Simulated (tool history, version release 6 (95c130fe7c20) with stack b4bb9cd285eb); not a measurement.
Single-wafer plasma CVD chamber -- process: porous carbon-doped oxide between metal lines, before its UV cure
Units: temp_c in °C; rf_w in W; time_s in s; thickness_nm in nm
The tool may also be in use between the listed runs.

run 1 hour=0.0 | temp_c=275 rf_w=540 time_s=52.9 | thickness_nm=317.39
run 2 hour=3.3 | temp_c=284 rf_w=540 time_s=52.9 | thickness_nm=303.72
run 3 hour=6.0 | temp_c=286 rf_w=525 time_s=52.9 | thickness_nm=291.16
run 4 hour=13.1 | temp_c=282 rf_w=525 time_s=52.9 | thickness_nm=297.10
run 5 hour=20.7 | temp_c=282 rf_w=525 time_s=52.9 | thickness_nm=301.28
run 6 hour=24.7 | temp_c=282 rf_w=580 time_s=52.9 | thickness_nm=321.88
run 7 hour=29.0 | temp_c=285 rf_w=560 time_s=52.9 | thickness_nm=312.44

Run 8 has not been measured yet. What should we expect?
run 8 hour=32.8 | temp_c=287 rf_w=545 time_s=52.9 | thickness_nm=?

For run 8 the tool returned thickness_nm 300.78 nm.

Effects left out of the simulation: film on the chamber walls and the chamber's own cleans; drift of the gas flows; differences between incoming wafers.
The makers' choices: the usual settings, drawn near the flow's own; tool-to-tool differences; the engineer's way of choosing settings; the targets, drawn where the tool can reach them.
